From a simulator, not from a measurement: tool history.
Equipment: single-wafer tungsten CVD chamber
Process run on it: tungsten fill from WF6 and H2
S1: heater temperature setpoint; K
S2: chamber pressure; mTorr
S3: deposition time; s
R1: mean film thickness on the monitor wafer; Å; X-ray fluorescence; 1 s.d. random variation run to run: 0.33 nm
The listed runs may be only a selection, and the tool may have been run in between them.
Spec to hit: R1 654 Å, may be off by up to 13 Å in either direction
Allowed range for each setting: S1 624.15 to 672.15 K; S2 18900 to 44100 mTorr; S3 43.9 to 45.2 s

run 1 day=0 | S1=648.15 S2=31500 S3=43.9 | R1=797.7
run 2 day=0.142 | S1=648.15 S2=29400 S3=43.9 | R1=771.39
run 3 day=0.275 | S1=646.15 S2=29400 S3=43.9 | R1=740.59
run 4 day=0.475 | S1=646.15 S2=33700 S3=43.9 | R1=807.74
run 5 day=0.746 | S1=644.15 S2=33600 S3=43.9 | R1=768.04
run 6 day=1.104 | S1=642.15 S2=33600 S3=43.9 | R1=735.27
run 7 day=1.458 | S1=641.15 S2=33600 S3=43.9 | R1=728.21
run 8 day=1.817 | S1=640.15 S2=33600 S3=43.9 | R1=701.96
run 9 day=2.117 | S1=639.15 S2=33600 S3=43.9 | R1=693.42

Which single option among these 5 for the next run brings every result within its allowed miss of target? Just one does.
run A day=2.417 | S1=636.15 S2=33200 S3=44.6 | R1=?
run B day=2.417 | S1=634.15 S2=33600 S3=44 | R1=?
run C day=2.417 | S1=637.15 S2=31000 S3=43.9 | R1=?
run D day=2.417 | S1=636.15 S2=31300 S3=43.9 | R1=?
run E day=2.417 | S1=644.15 S2=27700 S3=43.9 | R1=?

move=A R1=655.49
move=B R1=623.92
move=C R1=632.56
move=D R1=622.82
move=E R1=683.56
A: each result inside its tolerance
B: moves the result that the last run missed by most past its target, out the other side
C: moves the result that the last run missed by most past its target, out the other side
D: moves the result that the last run missed by most past its target, out the other side
E: gains on the last run, yet a result remains outside its allowed miss
Move A is the one to make.

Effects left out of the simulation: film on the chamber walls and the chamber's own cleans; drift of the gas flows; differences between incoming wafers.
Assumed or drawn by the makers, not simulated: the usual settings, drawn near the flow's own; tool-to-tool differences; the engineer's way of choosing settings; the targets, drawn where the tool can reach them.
